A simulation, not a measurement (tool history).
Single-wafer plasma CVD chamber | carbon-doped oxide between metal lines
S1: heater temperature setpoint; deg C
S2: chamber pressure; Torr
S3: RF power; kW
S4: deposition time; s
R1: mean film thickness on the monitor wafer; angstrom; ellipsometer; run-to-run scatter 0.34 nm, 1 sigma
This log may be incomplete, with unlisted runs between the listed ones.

run  hour   S1    S2     S3    S4      R1
  1     0  360  6.61  0.445  25.6  1137.4
  2   4.4  360  7.62  0.445  25.6  1148.2
  3    10  362  7.52  0.435  25.6  1116.8
  4  13.8  364  7.46   0.43  25.6  1102.2
  5  20.8  366  7.39  0.425  25.6  1094.5
  6    29  366  7.39  0.425  26.4  1131.1
  7  32.3  367  7.34  0.415  26.4  1101.9
  8  38.4  368  7.27   0.41  26.4  1086.1
  9  45.9  368  7.27   0.41  26.4  1089.2
 10    49  369   7.2  0.405  26.4  1074.7
 11  49.8  370  7.12    0.4  26.4  1055.8

For run 12, what comes out?
 12    58  371  7.03  0.4  26.4   ?

R1: 1061.1 angstrom
